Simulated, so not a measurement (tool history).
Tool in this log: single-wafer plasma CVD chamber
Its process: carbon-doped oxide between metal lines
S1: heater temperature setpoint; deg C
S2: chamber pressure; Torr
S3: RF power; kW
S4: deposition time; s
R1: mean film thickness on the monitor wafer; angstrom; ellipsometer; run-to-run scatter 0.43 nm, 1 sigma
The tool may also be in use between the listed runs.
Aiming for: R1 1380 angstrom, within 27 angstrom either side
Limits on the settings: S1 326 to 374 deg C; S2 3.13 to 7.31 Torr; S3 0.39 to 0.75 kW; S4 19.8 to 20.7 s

run    day   S1    S2     S3    S4      R1
  1      0  350  5.22   0.57  20.7  1161.4
  2  0.333  350  5.22   0.53  20.7  1079.4
  3  0.442  348  5.39  0.545  20.7  1120.6
  4  0.475  348  5.39  0.545  20.7  1120.9
  5  0.738  347  5.53   0.56  20.7  1161.5
  6      1  347  5.88   0.56  20.7  1166.7
  7  1.167  346  6.02   0.57  20.7  1182.4
  8  1.212  346  6.02   0.57  20.7  1188.4
  9  1.475  345  6.13   0.58  20.7  1222.5
 10  1.604  343  6.25  0.585  20.7  1238.1
 11  1.858  342  6.35   0.59  20.7  1249.3
 12  1.883  334  7.17   0.66  20.7  1437.2
 13  1.938  335  7.12   0.66  20.7  1430.1
 14  2.117  336  7.08   0.66  20.7  1417.5
 15  2.238  337  7.05   0.66  20.7  1422.3
 16  2.525  337     7   0.66  20.7  1417.7
 17  2.758  338  6.96   0.66  20.7  1408.8
 18  2.879  338  6.93   0.66  20.7  1421.6
 19  3.233  343  6.58  0.645  20.7  1352.3

Which single option among these 4 for the next run brings every result within its allowed miss of target? Just one does.
  A  3.588  339  7.06   0.61  20.7   ?
  B  3.588  331  7.18   0.66  19.8   ?
  C  3.588  342  6.38   0.61  20.7   ?
  D  3.588  343  6.41  0.665  19.8   ?

move      R1
   A    1314
   B  1389.4
   C  1289.6
   D  1325.4
A: further off than the last run
B: all results land within tolerance of their targets
C: further off than the last run
D: further off than the last run
Move B is the one to make.
